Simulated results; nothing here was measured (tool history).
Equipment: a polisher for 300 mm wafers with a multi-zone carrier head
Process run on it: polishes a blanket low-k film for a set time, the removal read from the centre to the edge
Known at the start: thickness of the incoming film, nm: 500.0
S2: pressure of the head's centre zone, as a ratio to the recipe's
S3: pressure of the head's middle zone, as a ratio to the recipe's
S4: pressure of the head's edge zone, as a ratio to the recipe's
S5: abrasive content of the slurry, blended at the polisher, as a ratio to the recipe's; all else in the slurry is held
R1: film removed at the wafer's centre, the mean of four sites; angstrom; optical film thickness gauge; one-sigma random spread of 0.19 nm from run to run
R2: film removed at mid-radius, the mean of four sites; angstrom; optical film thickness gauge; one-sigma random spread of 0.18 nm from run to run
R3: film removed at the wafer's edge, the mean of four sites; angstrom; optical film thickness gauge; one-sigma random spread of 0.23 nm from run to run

{"run": 1, "day": 0.0, "flow of slurry (ml/min)": 280, "S2": 1, "S3": 1, "S4": 1, "S5": 1, "polishing time (s)": 82, "R1": 306.11, "R2": 315.63, "R3": 309.03}
{"run": 2, "day": 0.25, "flow of slurry (ml/min)": 280, "S2": 0.99, "S3": 1, "S4": 0.97, "S5": 0.9, "polishing time (s)": 80, "R1": 276.82, "R2": 288.68, "R3": 284.13}
{"run": 3, "day": 0.488, "flow of slurry (ml/min)": 285, "S2": 1, "S3": 1.01, "S4": 0.94, "S5": 0.8, "polishing time (s)": 78, "R1": 256.03, "R2": 264.82, "R3": 253.31}
{"run": 4, "day": 0.733, "flow of slurry (ml/min)": 215, "S2": 1, "S3": 1.01, "S4": 0.94, "S5": 0.8, "polishing time (s)": 78, "R1": 253.65, "R2": 257.1, "R3": 249.34}
{"run": 5, "day": 0.962, "flow of slurry (ml/min)": 265, "S2": 1, "S3": 1.01, "S4": 0.94, "S5": 0.8, "polishing time (s)": 78, "R1": 260.77, "R2": 260.42, "R3": 250.95}
{"run": 6, "day": 1.121, "flow of slurry (ml/min)": 265, "S2": 1, "S3": 1.01, "S4": 0.98, "S5": 0.8, "polishing time (s)": 78, "R1": 258.51, "R2": 262.26, "R3": 256.48}
{"run": 7, "day": 1.183, "flow of slurry (ml/min)": 265, "S2": 1, "S3": 1.01, "S4": 0.98, "S5": 0.8, "polishing time (s)": 78, "R1": 254.3, "R2": 264.97, "R3": 255.06}
{"run": 8, "day": 1.292, "flow of slurry (ml/min)": 265, "S2": 1, "S3": 1.02, "S4": 0.96, "S5": 0.75, "polishing time (s)": 78, "R1": 245.5, "R2": 253.97, "R3": 241.28}

Run 9, settings as shown, results not yet in. Your forecast:
{"run": 9, "day": 1.596, "flow of slurry (ml/min)": 260, "S2": 0.99, "S3": 1.02, "S4": 0.95, "S5": 0.7, "polishing time (s)": 78, "R1": "?", "R2": "?", "R3": "?"}

{"run 9": {"R1": 232.18, "R2": 247.69, "R3": 227.56}}
